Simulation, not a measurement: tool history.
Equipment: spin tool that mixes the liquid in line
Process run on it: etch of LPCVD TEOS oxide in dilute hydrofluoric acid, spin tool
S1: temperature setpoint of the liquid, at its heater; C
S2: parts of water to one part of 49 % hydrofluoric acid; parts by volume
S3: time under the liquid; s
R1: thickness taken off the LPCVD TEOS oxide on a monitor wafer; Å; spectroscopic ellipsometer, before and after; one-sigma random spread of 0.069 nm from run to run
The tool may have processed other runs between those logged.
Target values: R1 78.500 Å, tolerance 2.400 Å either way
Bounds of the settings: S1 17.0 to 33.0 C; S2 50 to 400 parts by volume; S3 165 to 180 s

run	hour	S1	S2	S3	R1
1	0.0	25.0	225	165	114.160
2	7.1	23.0	230	165	102.280
3	10.1	24.5	230	165	108.220
4	12.2	24.5	200	165	126.180
5	21.0	22.5	210	165	112.590
6	22.2	21.0	220	165	101.750
7	25.8	20.0	225	165	93.160
8	32.9	19.5	230	165	88.585

Exactly one of the 5 candidate moves below puts every result within its allowed miss. Which one?
A	40.0	17.0	250	165	?
B	40.0	20.0	240	165	?
C	40.0	22.5	290	165	?
D	40.0	21.0	255	165	?
E	40.0	17.0	255	180	?

move	R1
A	72.877
B	85.929
C	74.337
D	82.770
E	77.605
A: carries the result that was furthest off beyond its target, to the other side
B: closes in on the targets versus the last run, not all within tolerance yet
C: carries the result that was furthest off beyond its target, to the other side
D: closes in on the targets versus the last run, not all within tolerance yet
E: each result inside its tolerance
Answer: E

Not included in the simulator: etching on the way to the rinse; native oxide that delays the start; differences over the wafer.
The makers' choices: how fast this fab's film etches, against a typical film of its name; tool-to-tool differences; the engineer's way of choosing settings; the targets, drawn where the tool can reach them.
